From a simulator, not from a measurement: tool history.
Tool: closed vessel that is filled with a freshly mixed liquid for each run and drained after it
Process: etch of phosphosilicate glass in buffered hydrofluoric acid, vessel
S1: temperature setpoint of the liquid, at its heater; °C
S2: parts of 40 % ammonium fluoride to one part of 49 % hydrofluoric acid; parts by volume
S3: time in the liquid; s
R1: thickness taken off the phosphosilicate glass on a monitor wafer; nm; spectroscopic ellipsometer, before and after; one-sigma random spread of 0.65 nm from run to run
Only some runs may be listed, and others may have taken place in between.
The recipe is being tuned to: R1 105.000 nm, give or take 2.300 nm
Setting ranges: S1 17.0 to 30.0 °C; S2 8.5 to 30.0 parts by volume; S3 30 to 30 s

run    day    S1    S2  S3       R1
  1  0.000  22.0  23.0  30  131.820
  2  0.142  22.0  27.5  30  114.790
  3  0.454  21.5  27.5  30  112.050
  4  0.779  21.5  27.5  30  112.590
  5  1.038  18.0  27.5  30   92.574
  6  1.392  18.5  27.5  30   95.272
  7  1.533  19.0  27.5  30   99.316
  8  1.808  19.5  27.5  30  100.500

Which one of the following 4 next-run settings gets every result inside its allowed miss? There is exactly one.
  A  2.083  21.5  30.0  30   ?
  B  2.083  19.0  30.0  30   ?
  C  2.083  17.5  24.5  30   ?
  D  2.083  19.5  29.0  30   ?

move       R1
   A  105.940
   B   92.033
   C   97.221
   D   96.924
A: every result within its allowed miss
B: lands further from the targets than the last run did
C: lands further from the targets than the last run did
D: lands further from the targets than the last run did
A is the move that brings every result within its allowed miss.
